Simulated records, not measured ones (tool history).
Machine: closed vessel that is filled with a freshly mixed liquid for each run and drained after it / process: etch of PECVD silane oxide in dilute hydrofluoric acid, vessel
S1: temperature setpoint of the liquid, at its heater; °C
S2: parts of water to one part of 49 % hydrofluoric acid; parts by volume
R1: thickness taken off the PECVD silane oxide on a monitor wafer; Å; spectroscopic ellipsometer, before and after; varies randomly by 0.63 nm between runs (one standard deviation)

Run 1, day 0.000: S1 22.0 °C, S2 205 parts by volume, time in the liquid (s) 200. Result: R1 310.26 Å.
Run 2, day 0.375: S1 22.0 °C, S2 205 parts by volume, time in the liquid (s) 200. Result: R1 311.64 Å.
Run 3, day 0.688: S1 20.5 °C, S2 205 parts by volume, time in the liquid (s) 200. Result: R1 295.51 Å.
Run 4, day 0.950: S1 22.5 °C, S2 180 parts by volume, time in the liquid (s) 200. Result: R1 369.39 Å.
Run 5, day 1.262: S1 22.5 °C, S2 125 parts by volume, time in the liquid (s) 200. Result: R1 564.30 Å.
Run 6, day 1.625: S1 22.5 °C, S2 125 parts by volume, time in the liquid (s) 160. Result: R1 450.37 Å.
Run 7, day 1.746: S1 22.5 °C, S2 125 parts by volume, time in the liquid (s) 160. Result: R1 452.62 Å.
Run 8, day 2.008: S1 24.0 °C, S2 110 parts by volume, time in the liquid (s) 160. Result: R1 547.65 Å.
Run 9, day 2.304: S1 25.0 °C, S2 105 parts by volume, time in the liquid (s) 160. Result: R1 613.48 Å.
Run 10, day 2.450: S1 26.0 °C, S2 105 parts by volume, time in the liquid (s) 160. Result: R1 635.41 Å.
Run 11, day 2.792: S1 27.0 °C, S2 100 parts by volume, time in the liquid (s) 160. Result: R1 691.22 Å.
Run 12, day 2.971: S1 27.5 °C, S2 100 parts by volume, time in the liquid (s) 160. Result: R1 706.22 Å.
Run 13, day 3.312: S1 28.0 °C, S2 100 parts by volume, time in the liquid (s) 160. Result: R1 724.92 Å.
Run 14, day 3.529: S1 30.0 °C, S2 80 parts by volume, time in the liquid (s) 160. Result: R1 997.37 Å.
Run 15, day 3.850: S1 29.5 °C, S2 80 parts by volume, time in the liquid (s) 160. Result: R1 982.81 Å.
Run 16, day 4.029: S1 29.0 °C, S2 80 parts by volume, time in the liquid (s) 160. Result: R1 957.79 Å.
Run 17, day 4.300: S1 28.5 °C, S2 80 parts by volume, time in the liquid (s) 160. Result: R1 953.31 Å.
Run 18, day 4.479: S1 25.0 °C, S2 80 parts by volume, time in the liquid (s) 160. Result: R1 816.14 Å.

Expected results for the next run?
Run 19, day 4.717: S1 25.0 °C, S2 80 parts by volume, time in the liquid (s) 160. Result: R1 ?.

R1: 819.19 Å

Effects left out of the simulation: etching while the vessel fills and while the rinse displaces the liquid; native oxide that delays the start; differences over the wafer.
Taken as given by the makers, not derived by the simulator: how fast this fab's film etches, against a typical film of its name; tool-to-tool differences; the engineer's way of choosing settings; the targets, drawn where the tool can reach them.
